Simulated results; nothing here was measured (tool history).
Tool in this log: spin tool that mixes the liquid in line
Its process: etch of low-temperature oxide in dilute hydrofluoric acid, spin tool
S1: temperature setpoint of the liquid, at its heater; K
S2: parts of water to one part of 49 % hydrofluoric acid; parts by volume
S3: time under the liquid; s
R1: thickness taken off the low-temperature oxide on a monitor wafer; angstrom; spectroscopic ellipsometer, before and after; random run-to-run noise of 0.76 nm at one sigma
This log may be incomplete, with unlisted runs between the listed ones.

run,hour,S1,S2,S3,R1
1,0.0,298.15,45,105,494.39
2,6.5,299.15,45,105,501.09
3,12.8,299.15,35,105,661.59
4,21.8,299.65,35,105,680.43
5,28.8,300.15,35,105,699.73
6,32.7,300.65,35,105,707.13
7,36.4,301.15,35,105,717.01

Expected results for the next run?
8,42.2,301.65,35,105,?

R1: 738.74 angstrom
